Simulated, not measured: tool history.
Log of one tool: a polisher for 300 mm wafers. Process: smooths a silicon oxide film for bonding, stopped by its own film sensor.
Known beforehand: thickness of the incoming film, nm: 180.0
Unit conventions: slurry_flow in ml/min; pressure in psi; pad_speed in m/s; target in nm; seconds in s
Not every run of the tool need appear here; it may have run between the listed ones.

run    day  slurry_flow  pressure  pad_speed  slurry_solids  target  seconds
  1  0.000          215       2.3       0.82            1.0     136   65.107
  2  0.362          215       2.1       0.80            1.0     136   70.920
  3  0.592          215       2.5       0.80            1.0     136   59.837
  4  0.825          235       2.5       0.80            1.0     136   60.507
  5  1.142          235       2.3       0.78            1.0     136   66.789
  6  1.267          235       1.8       0.78            1.0     136   84.477
  7  1.383          235       1.7       0.78            1.0     136   87.111

Expected results for the next run?
  8  1.450          235       1.7       0.78            1.0     136        ?

seconds: 86.647 s
